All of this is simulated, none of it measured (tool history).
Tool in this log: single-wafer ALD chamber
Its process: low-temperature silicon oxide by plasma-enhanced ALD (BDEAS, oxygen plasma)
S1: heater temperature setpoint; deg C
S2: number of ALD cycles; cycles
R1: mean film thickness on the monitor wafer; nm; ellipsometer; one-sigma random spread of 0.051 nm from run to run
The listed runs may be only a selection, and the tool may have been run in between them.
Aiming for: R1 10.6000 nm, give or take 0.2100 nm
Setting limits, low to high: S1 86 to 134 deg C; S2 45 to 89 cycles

Run 1, day 0.000: S1 110 deg C, S2 67 cycles. Result: R1 9.4629 nm.
Run 2, day 0.358: S1 119 deg C, S2 67 cycles. Result: R1 9.2995 nm.
Run 3, day 0.729: S1 119 deg C, S2 60 cycles. Result: R1 8.4018 nm.
Run 4, day 0.854: S1 117 deg C, S2 64 cycles. Result: R1 8.9670 nm.
Run 5, day 1.208: S1 109 deg C, S2 64 cycles. Result: R1 9.0188 nm.
Run 6, day 1.296: S1 109 deg C, S2 59 cycles. Result: R1 8.2644 nm.
Run 7, day 1.512: S1 109 deg C, S2 63 cycles. Result: R1 8.9130 nm.
Run 8, day 1.788: S1 108 deg C, S2 66 cycles. Result: R1 9.3411 nm.
Run 9, day 1.996: S1 108 deg C, S2 68 cycles. Result: R1 9.6783 nm.
Run 10, day 2.267: S1 108 deg C, S2 69 cycles. Result: R1 9.8364 nm.
Run 11, day 2.608: S1 108 deg C, S2 70 cycles. Result: R1 9.8094 nm.
Run 12, day 2.875: S1 108 deg C, S2 71 cycles. Result: R1 10.0880 nm.
Run 13, day 3.158: S1 108 deg C, S2 72 cycles. Result: R1 10.2600 nm.
Run 14, day 3.508: S1 108 deg C, S2 73 cycles. Result: R1 10.3050 nm.

Pick the move, out of 5, that brings all results within their allowed miss; only one does.
Run A, day 3.858: S1 112 deg C, S2 70 cycles. Result: R1 ?.
Run B, day 3.858: S1 120 deg C, S2 72 cycles. Result: R1 ?.
Run C, day 3.858: S1 112 deg C, S2 75 cycles. Result: R1 ?.
Run D, day 3.858: S1 114 deg C, S2 72 cycles. Result: R1 ?.
Run E, day 3.858: S1 108 deg C, S2 71 cycles. Result: R1 ?.

move       R1
   A   9.8045
   B   9.9537
   C  10.5050
   D  10.0520
   E  10.0090
A: the biggest miss grows against the last run
B: the biggest miss grows against the last run
C: all results land within tolerance of their targets
D: the biggest miss grows against the last run
E: the biggest miss grows against the last run
C meets every target.
